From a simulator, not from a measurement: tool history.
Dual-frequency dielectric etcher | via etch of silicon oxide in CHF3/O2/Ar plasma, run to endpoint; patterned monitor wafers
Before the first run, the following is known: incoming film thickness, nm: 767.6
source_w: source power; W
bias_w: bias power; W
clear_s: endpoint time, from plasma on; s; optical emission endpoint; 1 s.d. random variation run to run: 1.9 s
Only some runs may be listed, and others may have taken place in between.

run 1 day=0 | source_w=600 bias_w=121 | clear_s=436.31
run 2 day=0.258 | source_w=570 bias_w=116 | clear_s=457.33
run 3 day=0.592 | source_w=570 bias_w=133 | clear_s=424.79
run 4 day=0.962 | source_w=550 bias_w=128 | clear_s=442.32
run 5 day=1.017 | source_w=550 bias_w=145 | clear_s=413.62
run 6 day=1.358 | source_w=600 bias_w=145 | clear_s=401.02
run 7 day=1.504 | source_w=570 bias_w=138 | clear_s=420.23
run 8 day=1.838 | source_w=550 bias_w=132 | clear_s=435.91
run 9 day=2.212 | source_w=430 bias_w=108 | clear_s=526.46
run 10 day=2.321 | source_w=420 bias_w=107 | clear_s=536.02

For run 11, what comes out?
run 11 day=2.525 | source_w=410 bias_w=106 | clear_s=?

{"run 11": {"clear_s": 547.11}}
